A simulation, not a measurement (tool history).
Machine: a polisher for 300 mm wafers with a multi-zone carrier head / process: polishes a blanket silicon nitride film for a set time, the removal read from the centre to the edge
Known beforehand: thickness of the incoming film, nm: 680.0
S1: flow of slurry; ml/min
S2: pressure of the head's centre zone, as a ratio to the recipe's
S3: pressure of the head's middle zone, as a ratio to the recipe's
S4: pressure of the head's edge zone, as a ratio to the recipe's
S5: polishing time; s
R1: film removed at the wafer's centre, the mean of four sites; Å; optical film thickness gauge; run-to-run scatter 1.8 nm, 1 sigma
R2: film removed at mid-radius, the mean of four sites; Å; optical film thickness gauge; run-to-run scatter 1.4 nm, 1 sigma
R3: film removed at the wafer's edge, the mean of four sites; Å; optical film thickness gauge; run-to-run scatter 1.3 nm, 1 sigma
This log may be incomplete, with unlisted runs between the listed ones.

run,hour,S1,S2,S3,S4,S5,R1,R2,R3
1,0,225,1,1,1,81,1170.4,1163.9,1148.8
2,6.4,225,1,0.96,1,81,1175,1106.5,1162.4
3,12,240,0.99,1.01,1.04,86,1243.1,1247.5,1273.6
4,12.9,240,0.99,1.04,1.04,86,1207.6,1278.4,1230.9
# hour 18.3: worn pad replaced by a new one
5,18.3,250,0.99,1.07,1.07,91,1432.3,1497.9,1473.3
6,20,250,0.99,1.07,1.07,109,1712.2,1803.9,1749.4
7,22.8,235,0.97,1.08,1.05,109,1666.1,1837.4,1726.9
8,28.1,220,0.96,1.08,1.03,109,1620.2,1796.6,1713.4

Run 9 is up next; what results do you expect?
9,28.8,220,0.95,1.09,0.99,109,?,?,?

{"run 9": {"R1": 1577.2, "R2": 1805.1, "R3": 1656.1}}

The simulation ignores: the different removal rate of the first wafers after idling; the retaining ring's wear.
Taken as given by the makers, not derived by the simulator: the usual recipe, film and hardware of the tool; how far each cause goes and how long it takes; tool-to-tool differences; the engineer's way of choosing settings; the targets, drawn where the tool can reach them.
